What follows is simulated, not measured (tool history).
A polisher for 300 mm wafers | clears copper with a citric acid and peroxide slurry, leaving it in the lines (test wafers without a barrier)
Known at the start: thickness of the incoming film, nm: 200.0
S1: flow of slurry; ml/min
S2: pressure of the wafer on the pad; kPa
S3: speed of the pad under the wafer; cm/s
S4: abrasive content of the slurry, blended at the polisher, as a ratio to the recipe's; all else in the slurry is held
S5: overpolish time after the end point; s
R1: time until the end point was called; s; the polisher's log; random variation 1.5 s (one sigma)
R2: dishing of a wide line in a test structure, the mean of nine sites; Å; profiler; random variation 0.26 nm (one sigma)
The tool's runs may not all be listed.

run	day	S1	S2	S3	S4	S5	R1	R2
1	0.000	155	17.9	90	1.00	18	105.89	228.54
2	0.167	150	15.9	90	1.00	19	114.78	218.05
3	0.529	150	13.1	90	1.00	19	131.09	202.34
4	0.642	145	12.4	88	1.00	20	139.42	202.57
5	1.000	145	12.4	88	1.15	20	136.86	201.89
6	1.242	145	9.0	88	1.15	20	163.10	169.45
7	1.283	135	9.0	86	1.15	21	165.95	171.92
8	1.500	125	8.3	76	1.15	27	194.90	187.46

Run 9 comes next. What will it give?
9	1.729	130	8.3	76	1.15	27	?	?

R1: 193.86 s
R2: 183.92 Å
